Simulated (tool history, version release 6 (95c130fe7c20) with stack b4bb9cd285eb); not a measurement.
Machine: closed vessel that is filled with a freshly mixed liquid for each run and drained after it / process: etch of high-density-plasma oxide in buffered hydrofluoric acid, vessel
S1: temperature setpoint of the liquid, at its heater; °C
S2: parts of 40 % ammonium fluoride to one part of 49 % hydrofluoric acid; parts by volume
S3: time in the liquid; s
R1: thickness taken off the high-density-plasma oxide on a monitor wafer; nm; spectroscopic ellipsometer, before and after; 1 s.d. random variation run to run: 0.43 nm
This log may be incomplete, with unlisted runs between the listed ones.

Run 1, hour 0: S1 21 °C, S2 16.5 parts by volume, S3 30 s. Result: R1 30.634 nm.
Run 2, hour 0.9: S1 21 °C, S2 16.5 parts by volume, S3 30 s. Result: R1 30.623 nm.
Run 3, hour 7.9: S1 22.5 °C, S2 15 parts by volume, S3 30 s. Result: R1 36.307 nm.
Run 4, hour 12.3: S1 25 °C, S2 15 parts by volume, S3 30 s. Result: R1 41.998 nm.
Run 5, hour 13.5: S1 25 °C, S2 19 parts by volume, S3 30 s. Result: R1 32.963 nm.
Run 6, hour 22.5: S1 22.5 °C, S2 19 parts by volume, S3 30 s. Result: R1 29.148 nm.
Run 7, hour 30.8: S1 23.5 °C, S2 17 parts by volume, S3 30 s. Result: R1 34.287 nm.
Run 8, hour 33.8: S1 24.5 °C, S2 15.5 parts by volume, S3 30 s. Result: R1 39.645 nm.
Run 9, hour 42.2: S1 25.5 °C, S2 14.5 parts by volume, S3 30 s. Result: R1 44.373 nm.
Run 10, hour 49.8: S1 26 °C, S2 13.5 parts by volume, S3 30 s. Result: R1 49.327 nm.
Run 11, hour 57.6: S1 26.5 °C, S2 13 parts by volume, S3 30 s. Result: R1 52.515 nm.
Run 12, hour 65.6: S1 27 °C, S2 12.5 parts by volume, S3 30 s. Result: R1 55.627 nm.
Run 13, hour 69.9: S1 27.5 °C, S2 12 parts by volume, S3 30 s. Result: R1 59.891 nm.
Run 14, hour 75.7: S1 28 °C, S2 11.5 parts by volume, S3 30 s. Result: R1 64.114 nm.
Run 15, hour 76.4: S1 29 °C, S2 9.5 parts by volume, S3 30 s. Result: R1 80.055 nm.
Run 16, hour 80.9: S1 28.5 °C, S2 9.5 parts by volume, S3 30 s. Result: R1 78.524 nm.

Estimate the outcome of run 17 from the log above:
Run 17, hour 84.9: S1 27.5 °C, S2 9.5 parts by volume, S3 30 s. Result: R1 ?.

R1: 73.594 nm

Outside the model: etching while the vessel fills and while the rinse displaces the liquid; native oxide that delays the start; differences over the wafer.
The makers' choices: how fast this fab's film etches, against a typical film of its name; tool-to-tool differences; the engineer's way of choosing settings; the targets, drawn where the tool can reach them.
